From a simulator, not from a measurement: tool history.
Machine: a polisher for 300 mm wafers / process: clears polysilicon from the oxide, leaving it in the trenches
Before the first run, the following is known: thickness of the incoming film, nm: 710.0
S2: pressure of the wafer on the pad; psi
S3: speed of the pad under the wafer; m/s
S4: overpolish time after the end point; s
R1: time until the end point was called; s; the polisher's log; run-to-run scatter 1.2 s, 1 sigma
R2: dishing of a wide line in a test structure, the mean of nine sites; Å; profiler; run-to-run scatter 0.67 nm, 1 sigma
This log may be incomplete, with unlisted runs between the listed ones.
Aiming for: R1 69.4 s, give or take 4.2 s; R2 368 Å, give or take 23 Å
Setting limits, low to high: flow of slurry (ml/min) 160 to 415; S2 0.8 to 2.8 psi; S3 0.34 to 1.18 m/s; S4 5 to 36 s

{"run": 1, "hour": 0.0, "flow of slurry (ml/min)": 265, "S2": 1.8, "S3": 0.76, "S4": 18, "R1": 105.64, "R2": 355.98}
{"run": 2, "hour": 2.2, "flow of slurry (ml/min)": 265, "S2": 1.8, "S3": 0.76, "S4": 11, "R1": 108.51, "R2": 321.01}
{"run": 3, "hour": 7.3, "flow of slurry (ml/min)": 310, "S2": 1.8, "S3": 0.76, "S4": 11, "R1": 105.71, "R2": 309.09}
{"run": 4, "hour": 16.2, "flow of slurry (ml/min)": 305, "S2": 1.9, "S3": 0.76, "S4": 13, "R1": 99.178, "R2": 342.21}
{"run": 5, "hour": 19.0, "flow of slurry (ml/min)": 305, "S2": 2, "S3": 0.78, "S4": 12, "R1": 92.62, "R2": 338.02}
{"run": 6, "hour": 20.6, "flow of slurry (ml/min)": 305, "S2": 1.8, "S3": 0.78, "S4": 12, "R1": 100.59, "R2": 330.98}
{"hour": 27.4, "done": "worn pad replaced by a new one"}
{"run": 7, "hour": 27.4, "flow of slurry (ml/min)": 305, "S2": 1.9, "S3": 0.78, "S4": 12, "R1": 85.306, "R2": 347.54}
{"run": 8, "hour": 31.0, "flow of slurry (ml/min)": 320, "S2": 1.9, "S3": 0.78, "S4": 12, "R1": 84.434, "R2": 351.69}
{"run": 9, "hour": 33.1, "flow of slurry (ml/min)": 330, "S2": 1.9, "S3": 0.78, "S4": 12, "R1": 85.666, "R2": 348.21}

Of the 4 settings listed for the next run, only one would bring every result within its allowed miss of target. Which one?
{"run": "A", "hour": 35.2, "flow of slurry (ml/min)": 345, "S2": 2, "S3": 0.76, "S4": 12, "R1": "?", "R2": "?"}
{"run": "B", "hour": 35.2, "flow of slurry (ml/min)": 325, "S2": 2.1, "S3": 0.86, "S4": 13, "R1": "?", "R2": "?"}
{"run": "C", "hour": 35.2, "flow of slurry (ml/min)": 325, "S2": 2.1, "S3": 0.88, "S4": 8, "R1": "?", "R2": "?"}
{"run": "D", "hour": 35.2, "flow of slurry (ml/min)": 380, "S2": 1.9, "S3": 0.96, "S4": 8, "R1": "?", "R2": "?"}

move=A R1=83.836 R2=352.09
move=B R1=72.834 R2=364.64
move=C R1=71.497 R2=331.49
move=D R1=72.522 R2=330.09
A: nearer the targets than the last run, but a result is still out of spec
B: every result lands within tolerance
C: corrects the largest miss of the last run, while another result sits out of spec
D: corrects the largest miss of the last run, while another result sits out of spec
The move that meets every target is B.
